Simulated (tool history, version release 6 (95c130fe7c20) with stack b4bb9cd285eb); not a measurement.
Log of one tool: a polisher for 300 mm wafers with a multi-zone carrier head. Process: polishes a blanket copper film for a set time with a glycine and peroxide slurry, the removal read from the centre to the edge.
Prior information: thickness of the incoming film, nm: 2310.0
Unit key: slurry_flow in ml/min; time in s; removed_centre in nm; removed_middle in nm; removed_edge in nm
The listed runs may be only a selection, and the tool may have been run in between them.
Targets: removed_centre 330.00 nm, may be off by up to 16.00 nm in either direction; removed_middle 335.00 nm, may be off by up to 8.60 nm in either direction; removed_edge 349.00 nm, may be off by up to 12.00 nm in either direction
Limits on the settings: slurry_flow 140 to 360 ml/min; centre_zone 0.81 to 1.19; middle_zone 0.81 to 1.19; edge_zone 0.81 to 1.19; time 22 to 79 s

Run 1, day 0.000: slurry_flow 230 ml/min, centre_zone 1.00, middle_zone 1.00, edge_zone 1.00, time 50 s. Result: removed_centre 307.79 nm, removed_middle 298.46 nm, removed_edge 295.37 nm.
Run 2, day 0.025: slurry_flow 235 ml/min, centre_zone 1.00, middle_zone 1.00, edge_zone 1.02, time 50 s. Result: removed_centre 315.67 nm, removed_middle 300.77 nm, removed_edge 299.27 nm.
Run 3, day 0.150: slurry_flow 235 ml/min, centre_zone 0.91, middle_zone 1.00, edge_zone 1.02, time 50 s. Result: removed_centre 277.92 nm, removed_middle 306.13 nm, removed_edge 304.08 nm.
Run 4, day 0.192: slurry_flow 240 ml/min, centre_zone 0.92, middle_zone 1.00, edge_zone 1.04, time 50 s. Result: removed_centre 283.53 nm, removed_middle 303.37 nm, removed_edge 311.87 nm.
Run 5, day 0.300: slurry_flow 245 ml/min, centre_zone 0.93, middle_zone 1.01, edge_zone 1.05, time 50 s. Result: removed_centre 290.79 nm, removed_middle 306.95 nm, removed_edge 309.22 nm.
Run 6, day 0.596: slurry_flow 245 ml/min, centre_zone 0.93, middle_zone 1.01, edge_zone 1.11, time 50 s. Result: removed_centre 283.49 nm, removed_middle 307.49 nm, removed_edge 316.91 nm.
Run 7, day 0.900: slurry_flow 250 ml/min, centre_zone 0.94, middle_zone 1.01, edge_zone 1.12, time 50 s. Result: removed_centre 286.60 nm, removed_middle 308.21 nm, removed_edge 318.45 nm.
Run 8, day 1.275: slurry_flow 255 ml/min, centre_zone 0.95, middle_zone 1.01, edge_zone 1.13, time 50 s. Result: removed_centre 296.46 nm, removed_middle 305.62 nm, removed_edge 317.19 nm.
Run 9, day 1.500: slurry_flow 260 ml/min, centre_zone 0.95, middle_zone 1.01, edge_zone 1.14, time 50 s. Result: removed_centre 295.07 nm, removed_middle 305.59 nm, removed_edge 324.86 nm.
Run 10, day 1.642: slurry_flow 265 ml/min, centre_zone 0.95, middle_zone 1.02, edge_zone 1.14, time 50 s. Result: removed_centre 290.35 nm, removed_middle 311.61 nm, removed_edge 324.81 nm.
Run 11, day 2.000: slurry_flow 270 ml/min, centre_zone 0.96, middle_zone 1.02, edge_zone 1.14, time 50 s. Result: removed_centre 305.08 nm, removed_middle 313.87 nm, removed_edge 321.76 nm.
Run 12, day 2.050: slurry_flow 275 ml/min, centre_zone 0.96, middle_zone 1.02, edge_zone 1.15, time 50 s. Result: removed_centre 300.92 nm, removed_middle 315.33 nm, removed_edge 324.37 nm.
Run 13, day 2.154: slurry_flow 275 ml/min, centre_zone 0.96, middle_zone 1.02, edge_zone 1.15, time 50 s. Result: removed_centre 298.64 nm, removed_middle 311.85 nm, removed_edge 324.63 nm.
Run 14, day 2.396: slurry_flow 280 ml/min, centre_zone 0.96, middle_zone 1.02, edge_zone 1.15, time 50 s. Result: removed_centre 302.24 nm, removed_middle 313.91 nm, removed_edge 327.09 nm.

Exactly one of the 4 candidate moves below puts every result within its allowed miss. Which one?
Run A, day 2.638: slurry_flow 230 ml/min, centre_zone 0.95, middle_zone 1.03, edge_zone 1.11, time 51 s. Result: removed_centre ?, removed_middle ?, removed_edge ?.
Run B, day 2.638: slurry_flow 330 ml/min, centre_zone 0.96, middle_zone 0.99, edge_zone 1.09, time 54 s. Result: removed_centre ?, removed_middle ?, removed_edge ?.
Run C, day 2.638: slurry_flow 280 ml/min, centre_zone 0.95, middle_zone 1.02, edge_zone 1.13, time 51 s. Result: removed_centre ?, removed_middle ?, removed_edge ?.
Run D, day 2.638: slurry_flow 290 ml/min, centre_zone 0.93, middle_zone 1.12, edge_zone 1.11, time 49 s. Result: removed_centre ?, removed_middle ?, removed_edge ?.

move  removed_centre  removed_middle  removed_edge
   A          298.73          315.51        322.31
   B          334.37          337.21        349.02
   C          306.89          320.74        331.19
   D          290.00          333.39        315.93
A: closes in on the targets versus the last run, not all within tolerance yet
B: each result inside its tolerance
C: closes in on the targets versus the last run, not all within tolerance yet
D: brings the last run's worst result on target, with another outside its allowed miss
Move B is the one to make.
